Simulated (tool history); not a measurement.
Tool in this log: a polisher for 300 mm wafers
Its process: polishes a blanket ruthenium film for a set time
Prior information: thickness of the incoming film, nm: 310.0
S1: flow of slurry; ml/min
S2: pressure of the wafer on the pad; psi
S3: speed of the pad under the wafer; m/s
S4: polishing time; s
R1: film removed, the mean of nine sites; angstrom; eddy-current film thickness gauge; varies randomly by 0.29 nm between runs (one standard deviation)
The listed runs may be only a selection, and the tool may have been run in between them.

run  hour   S1   S2    S3  S4      R1
  1   0.0  140  1.5  1.02  81  587.47
  2   4.5  135  1.3  0.98  81  480.49
  3   7.2  165  1.3  0.98  81  502.60
  4  10.9  160  1.2  0.96  81  456.00
  5  13.4  180  1.2  0.96  81  451.85
  6  15.6  200  1.2  0.96  81  473.14

Run 7, settings as shown, results not yet in. Your forecast:
  7  16.2  200  1.2  0.96  81   ?

Run 7 measured R1 467.67 angstrom.
